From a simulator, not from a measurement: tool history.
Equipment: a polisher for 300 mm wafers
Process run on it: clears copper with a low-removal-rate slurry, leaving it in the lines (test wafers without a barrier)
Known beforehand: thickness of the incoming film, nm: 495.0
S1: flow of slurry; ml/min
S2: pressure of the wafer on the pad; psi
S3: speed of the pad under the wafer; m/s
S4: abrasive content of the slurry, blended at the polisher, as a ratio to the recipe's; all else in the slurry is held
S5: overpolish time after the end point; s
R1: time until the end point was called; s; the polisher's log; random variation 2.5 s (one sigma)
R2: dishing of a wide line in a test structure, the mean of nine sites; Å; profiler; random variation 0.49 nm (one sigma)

run	day	S1	S2	S3	S4	S5	R1	R2
1	0	270	3.8	1.32	1	19	95.267	576.31
2	0.083	270	3.5	1.32	1	17	92.704	537.87
3	0.317	270	3.2	1.24	1	16	109.54	457.1
4	0.396	270	3.2	1.24	1.1	16	105.87	467.95
5	0.717	270	4	1.24	1.1	16	92.931	531.87
6	0.746	270	4	1.36	1.1	16	85.017	564.5
7	1.062	270	3.5	1.32	1.1	15	96.784	477.6
8	1.154	270	3.1	1.32	1.1	15	99.134	465.41
9	1.425	270	3.1	1.32	1.1	15	97.894	461.39

Predict the results of run 10:
10	1.692	270	2.8	1.28	1.1	15	?	?

{"run 10": {"R1": 104.36, "R2": 425.67}}
